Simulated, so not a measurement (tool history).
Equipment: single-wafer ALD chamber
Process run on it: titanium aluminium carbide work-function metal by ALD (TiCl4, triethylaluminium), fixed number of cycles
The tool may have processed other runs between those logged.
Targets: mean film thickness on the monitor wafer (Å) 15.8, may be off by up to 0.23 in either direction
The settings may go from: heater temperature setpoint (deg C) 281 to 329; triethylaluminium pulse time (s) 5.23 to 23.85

run  hour  heater temperature setpoint (deg C)  triethylaluminium pulse time (s)  mean film thickness on the monitor wafer (Å)
  1     0                                  305                             14.54                                        20.223
  2     8                                  298                             11.78                                        19.215
  3   9.6                                  293                              9.84                                        17.736
  4  14.9                                  293                             13.99                                        18.912
  5  23.4                                  293                              16.2                                        19.207
  6  29.5                                  289                             12.95                                        18.522
  7  30.9                                  287                             10.66                                        17.904
  8  38.3                                  285                              9.05                                        16.503
  9  43.5                                  284                              8.78                                        16.064
 10    45                                  283                              8.76                                        16.073

Exercise: of the 4 proposed moves below, exactly one satisfies all targets within the stated allowed misses. Which move is it?
  A  46.5                                  281                              9.57                                             ?
  B  46.5                                  281                              8.21                                             ?
  C  46.5                                  290                              8.24                                             ?
  D  46.5                                  281                              8.29                                             ?

move  mean film thickness on the monitor wafer (Å)
   A                                        16.685
   B                                        15.065
   C                                        15.667
   D                                        15.195
A: its largest miss is bigger than the last run's
B: takes the biggest miss from the last run beyond its target
C: each result inside its tolerance
D: takes the biggest miss from the last run beyond its target
Correct choice: C, which meets every target
